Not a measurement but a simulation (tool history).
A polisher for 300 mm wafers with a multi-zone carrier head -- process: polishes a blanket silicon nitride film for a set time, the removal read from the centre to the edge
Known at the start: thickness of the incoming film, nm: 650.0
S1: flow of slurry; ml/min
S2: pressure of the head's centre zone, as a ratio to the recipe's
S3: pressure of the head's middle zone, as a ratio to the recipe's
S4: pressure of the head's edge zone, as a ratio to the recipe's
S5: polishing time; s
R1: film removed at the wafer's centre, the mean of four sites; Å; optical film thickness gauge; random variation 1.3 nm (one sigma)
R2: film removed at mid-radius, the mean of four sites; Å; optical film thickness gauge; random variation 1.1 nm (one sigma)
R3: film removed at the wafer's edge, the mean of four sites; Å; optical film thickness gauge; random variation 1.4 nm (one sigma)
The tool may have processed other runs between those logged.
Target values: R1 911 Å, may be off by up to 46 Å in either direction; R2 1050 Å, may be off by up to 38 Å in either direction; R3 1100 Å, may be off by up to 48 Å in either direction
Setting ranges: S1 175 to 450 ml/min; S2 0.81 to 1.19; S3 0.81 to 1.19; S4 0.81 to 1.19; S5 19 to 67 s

| run | day | S1 | S2 | S3 | S4 | S5 | R1 | R2 | R3 |
|---|---|---|---|---|---|---|---|---|---|
| 1 | 0 | 290 | 1 | 1 | 1 | 43 | 790.65 | 795.39 | 811.39 |
| 2 | 0.296 | 290 | 1 | 1.04 | 1 | 43 | 791.93 | 814.45 | 801.16 |
| 3 | 0.658 | 290 | 0.97 | 1.04 | 1.04 | 47 | 843.52 | 900.98 | 889.56 |
| 4 | 0.883 | 290 | 0.94 | 1.03 | 1.07 | 49 | 850.28 | 944.72 | 918.4 |
| 5 | 1.033 | 290 | 0.94 | 0.97 | 1.07 | 49 | 859.37 | 877.86 | 928.16 |
| 6 | 1.392 | 285 | 0.9 | 0.97 | 1.1 | 52 | 873.3 | 947.36 | 996.87 |
| 7 | 1.521 | 285 | 0.89 | 0.97 | 1.12 | 53 | 867.17 | 965.39 | 1028.1 |
| 8 | 1.754 | 290 | 0.89 | 0.98 | 1.14 | 54 | 893.97 | 990.44 | 1028.3 |
| 9 | 2.021 | 285 | 0.88 | 0.98 | 1.14 | 55 | 915.85 | 1002.4 | 1066.4 |

Next run, 4 choices. One meets every target within its allowed miss, the rest don't. Which?
| A | 2.288 | 245 | 0.99 | 1.14 | 1.14 | 52 | ? | ? | ? |
| B | 2.288 | 325 | 0.84 | 0.99 | 1.14 | 56 | ? | ? | ? |
| C | 2.288 | 290 | 0.89 | 0.94 | 1.13 | 53 | ? | ? | ? |
| D | 2.288 | 240 | 0.86 | 1.07 | 1.16 | 58 | ? | ? | ? |

| move | R1 | R2 | R3 |
|---|---|---|---|
| A | 932.46 | 1044.2 | 993.18 |
| B | 904.9 | 1030.9 | 1098.7 |
| C | 887.04 | 922.95 | 1028.1 |
| D | 919.66 | 1100.6 | 1112.8 |
A: corrects the largest miss of the last run, while another result sits out of spec
B: every result lands within tolerance
C: lands further from the targets than the last run did
D: pushes the last run's worst result past its target
The right move is B.
